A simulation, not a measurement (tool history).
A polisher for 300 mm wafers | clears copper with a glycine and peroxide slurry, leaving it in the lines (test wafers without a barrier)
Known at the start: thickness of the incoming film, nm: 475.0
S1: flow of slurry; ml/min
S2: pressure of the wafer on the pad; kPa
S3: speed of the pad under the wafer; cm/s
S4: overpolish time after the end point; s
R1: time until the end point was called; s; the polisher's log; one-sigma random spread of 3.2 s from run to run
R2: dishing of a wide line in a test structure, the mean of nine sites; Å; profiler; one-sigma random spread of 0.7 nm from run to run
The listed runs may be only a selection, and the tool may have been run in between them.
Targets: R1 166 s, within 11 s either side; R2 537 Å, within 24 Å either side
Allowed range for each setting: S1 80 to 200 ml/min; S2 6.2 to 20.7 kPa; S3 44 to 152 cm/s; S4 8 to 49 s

run	day	S1	S2	S3	S4	R1	R2
1	0	130	13.1	98	25	119.78	609.91
2	0.225	130	13.1	98	17	125.63	442.47
3	0.488	125	12.4	96	19	128.99	473.24
4	0.75	125	11.7	94	21	135	494.77
5	1.062	125	11.7	94	29	137.71	627.93
6	1.254	105	11.7	94	29	145.55	618.91
7	1.588	105	11	94	29	139.49	593.07
8	1.758	105	10.3	92	29	157.66	579.36

Which of these 4 next moves meets every target?
A	1.929	80	12.4	102	26	?	?
B	1.929	120	9.7	100	29	?	?
C	1.929	100	9	84	38	?	?
D	1.929	120	9.7	84	29	?	?

move	R1	R2
A	133.37	572.33
B	144.53	579.29
C	173.05	624.98
D	159.75	538.31
A: moves away from the targets compared with the last run
B: moves away from the targets compared with the last run
C: moves away from the targets compared with the last run
D: every result within its allowed miss
Correct choice: D, which meets every target
